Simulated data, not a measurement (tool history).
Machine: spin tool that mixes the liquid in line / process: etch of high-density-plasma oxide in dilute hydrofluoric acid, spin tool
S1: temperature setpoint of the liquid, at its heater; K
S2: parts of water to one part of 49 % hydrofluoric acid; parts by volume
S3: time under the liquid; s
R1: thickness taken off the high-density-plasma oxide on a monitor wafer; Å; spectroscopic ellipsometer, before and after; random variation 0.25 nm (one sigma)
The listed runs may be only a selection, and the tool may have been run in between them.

run	hour	S1	S2	S3	R1
1	0	296.15	110	285	159.18
2	3	297.15	105	285	175.67
3	5.8	298.15	100	285	192.47
4	9.8	301.15	100	285	219.8
5	18.2	301.15	125	285	168.9
6	24.1	301.65	120	285	178.27

Run 7 is up next; what results do you expect?
7	31.2	302.15	115	285	?

Logged for run 7: R1 191.75 Å.

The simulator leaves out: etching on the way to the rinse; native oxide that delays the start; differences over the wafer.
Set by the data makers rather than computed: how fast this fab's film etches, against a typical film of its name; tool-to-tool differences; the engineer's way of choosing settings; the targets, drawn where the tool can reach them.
